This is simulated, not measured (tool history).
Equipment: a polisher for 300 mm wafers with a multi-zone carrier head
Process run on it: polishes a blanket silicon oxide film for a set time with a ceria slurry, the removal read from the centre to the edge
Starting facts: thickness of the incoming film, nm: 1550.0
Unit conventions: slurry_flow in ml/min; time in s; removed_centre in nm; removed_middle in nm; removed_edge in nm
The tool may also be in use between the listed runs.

Run 1, hour 0: slurry_flow 260 ml/min, centre_zone 1, middle_zone 1, edge_zone 1, time 68 s. Result: removed_centre 347.39 nm, removed_middle 328.93 nm, removed_edge 346.79 nm.
Run 2, hour 5.8: slurry_flow 255 ml/min, centre_zone 0.97, middle_zone 1.02, edge_zone 0.96, time 65 s. Result: removed_centre 315.49 nm, removed_middle 326.51 nm, removed_edge 323.38 nm.
Run 3, hour 12.9: slurry_flow 255 ml/min, centre_zone 0.92, middle_zone 1.02, edge_zone 0.96, time 65 s. Result: removed_centre 301.54 nm, removed_middle 319.19 nm, removed_edge 322.47 nm.
Run 4, hour 17.5: slurry_flow 245 ml/min, centre_zone 0.9, middle_zone 1.03, edge_zone 0.93, time 63 s. Result: removed_centre 286.26 nm, removed_middle 317.88 nm, removed_edge 305.06 nm.
Run 5, hour 19.9: slurry_flow 245 ml/min, centre_zone 0.9, middle_zone 1.09, edge_zone 0.93, time 63 s. Result: removed_centre 281.79 nm, removed_middle 330.75 nm, removed_edge 305.28 nm.
Run 6, hour 23.9: slurry_flow 185 ml/min, centre_zone 0.9, middle_zone 1.09, edge_zone 0.93, time 63 s. Result: removed_centre 271.19 nm, removed_middle 315.94 nm, removed_edge 298.74 nm.
Run 7, hour 31.7: slurry_flow 185 ml/min, centre_zone 0.89, middle_zone 1.09, edge_zone 0.91, time 62 s. Result: removed_centre 262.8 nm, removed_middle 313.61 nm, removed_edge 292.11 nm.
Run 8, hour 35.4: slurry_flow 185 ml/min, centre_zone 0.89, middle_zone 1.09, edge_zone 0.89, time 61 s. Result: removed_centre 257.89 nm, removed_middle 308.4 nm, removed_edge 281.48 nm.
Run 9, hour 36.4: slurry_flow 180 ml/min, centre_zone 0.88, middle_zone 1.08, edge_zone 0.88, time 61 s. Result: removed_centre 252.49 nm, removed_middle 296.34 nm, removed_edge 281.01 nm.
Run 10, hour 39.7: slurry_flow 180 ml/min, centre_zone 0.88, middle_zone 1.09, edge_zone 0.87, time 61 s. Result: removed_centre 255.23 nm, removed_middle 304.64 nm, removed_edge 275.94 nm.
Run 11, hour 48.5: slurry_flow 175 ml/min, centre_zone 0.87, middle_zone 1.09, edge_zone 0.86, time 61 s. Result: removed_centre 251.88 nm, removed_middle 300.35 nm, removed_edge 275.7 nm.

Run 12 is up next; what results do you expect?
At hour 54.9: edge zone pressure recalibrated.
Run 12, hour 54.9: slurry_flow 175 ml/min, centre_zone 0.85, middle_zone 1.11, edge_zone 0.81, time 59 s. Result: removed_centre ?, removed_middle ?, removed_edge ?.

removed_centre: 239.29 nm
removed_middle: 296.73 nm
removed_edge: 250.98 nm

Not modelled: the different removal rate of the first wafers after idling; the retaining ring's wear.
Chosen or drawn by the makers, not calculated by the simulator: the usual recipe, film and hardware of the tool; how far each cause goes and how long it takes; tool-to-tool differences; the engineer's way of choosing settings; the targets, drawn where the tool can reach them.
